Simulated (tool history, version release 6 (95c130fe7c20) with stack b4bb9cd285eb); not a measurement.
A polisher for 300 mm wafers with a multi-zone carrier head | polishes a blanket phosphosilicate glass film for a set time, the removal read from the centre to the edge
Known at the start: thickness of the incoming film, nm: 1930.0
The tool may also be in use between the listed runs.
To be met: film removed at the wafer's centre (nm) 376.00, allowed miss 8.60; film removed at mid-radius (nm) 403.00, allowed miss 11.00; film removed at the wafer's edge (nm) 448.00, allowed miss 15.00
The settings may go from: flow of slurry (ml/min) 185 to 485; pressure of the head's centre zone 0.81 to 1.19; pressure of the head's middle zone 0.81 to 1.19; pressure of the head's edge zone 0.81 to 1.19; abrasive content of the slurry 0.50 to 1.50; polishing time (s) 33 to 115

run	hour	flow of slurry (ml/min)	pressure of the head's centre zone	pressure of the head's middle zone	pressure of the head's edge zone	abrasive content of the slurry	polishing time (s)	film removed at the wafer's centre (nm)	film removed at mid-radius (nm)	film removed at the wafer's edge (nm)
1	0.0	310	1.00	1.00	1.00	1.00	73	444.38	443.70	445.63
2	4.4	300	0.98	0.99	1.01	1.00	73	428.21	437.08	442.87
3	12.2	300	0.98	0.99	0.94	1.00	73	432.22	445.64	427.31
4	18.8	300	0.98	0.99	0.94	1.00	85	502.82	520.96	507.29
5	27.2	300	0.98	0.99	1.00	1.00	85	503.65	515.44	521.93
6	35.8	300	0.98	0.99	0.92	1.00	85	502.82	523.61	503.03
7	38.1	295	0.96	0.97	0.92	0.95	85	477.22	497.50	484.12
8	40.5	230	0.86	0.87	0.96	0.85	85	388.40	415.97	459.30
9	42.7	225	0.86	0.87	0.96	0.85	85	386.98	414.85	457.48
10	48.6	220	0.86	0.87	0.96	0.85	85	390.40	408.26	456.18
11	54.2	215	0.86	0.87	0.96	0.85	85	386.11	412.61	461.12

Which of these 5 next moves meets every target?
A	59.8	230	0.82	0.96	0.83	0.75	87	?	?	?
B	59.8	210	0.88	0.90	0.92	0.75	87	?	?	?
C	59.8	240	0.89	1.00	0.97	0.90	77	?	?	?
D	59.8	185	0.83	0.83	0.91	0.80	92	?	?	?
E	59.8	220	0.81	0.82	1.04	0.90	84	?	?	?

move	film removed at the wafer's centre (nm)	film removed at mid-radius (nm)	film removed at the wafer's edge (nm)
A	354.03	436.64	413.02
B	374.04	409.91	427.85
C	378.16	442.29	434.01
D	376.60	413.88	459.37
E	369.37	410.90	485.61
A: takes the result that was furthest off past its target
B: brings the result that was furthest off to its target, and leaves another outside
C: brings the result that was furthest off to its target, and leaves another outside
D: meets every target
E: brings the result that was furthest off to its target, and leaves another outside
Answer: D

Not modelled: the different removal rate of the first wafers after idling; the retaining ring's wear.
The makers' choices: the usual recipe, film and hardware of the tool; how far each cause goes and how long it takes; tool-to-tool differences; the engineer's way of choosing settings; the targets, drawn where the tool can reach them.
